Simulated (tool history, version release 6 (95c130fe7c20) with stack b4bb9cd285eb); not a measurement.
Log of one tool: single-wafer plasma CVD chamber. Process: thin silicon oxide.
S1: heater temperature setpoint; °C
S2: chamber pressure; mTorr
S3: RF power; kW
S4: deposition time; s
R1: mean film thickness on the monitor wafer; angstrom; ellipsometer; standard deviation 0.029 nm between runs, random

Run 1, hour 0.0: S1 375 °C, S2 563 mTorr, S3 0.290 kW, S4 4.65 s. Result: R1 53.928 angstrom.
Run 2, hour 0.9: S1 375 °C, S2 620 mTorr, S3 0.290 kW, S4 4.65 s. Result: R1 58.789 angstrom.
Run 3, hour 8.3: S1 375 °C, S2 574 mTorr, S3 0.290 kW, S4 4.65 s. Result: R1 54.343 angstrom.
Run 4, hour 13.3: S1 375 °C, S2 574 mTorr, S3 0.270 kW, S4 4.65 s. Result: R1 53.464 angstrom.
Run 5, hour 16.9: S1 375 °C, S2 613 mTorr, S3 0.270 kW, S4 4.65 s. Result: R1 57.456 angstrom.
Run 6, hour 24.3: S1 375 °C, S2 619 mTorr, S3 0.270 kW, S4 4.65 s. Result: R1 57.235 angstrom.
Run 7, hour 28.6: S1 375 °C, S2 626 mTorr, S3 0.270 kW, S4 4.65 s. Result: R1 58.027 angstrom.

Predict the results of run 8:
Run 8, hour 32.1: S1 375 °C, S2 631 mTorr, S3 0.270 kW, S4 4.65 s. Result: R1 ?.

R1: 58.326 angstrom
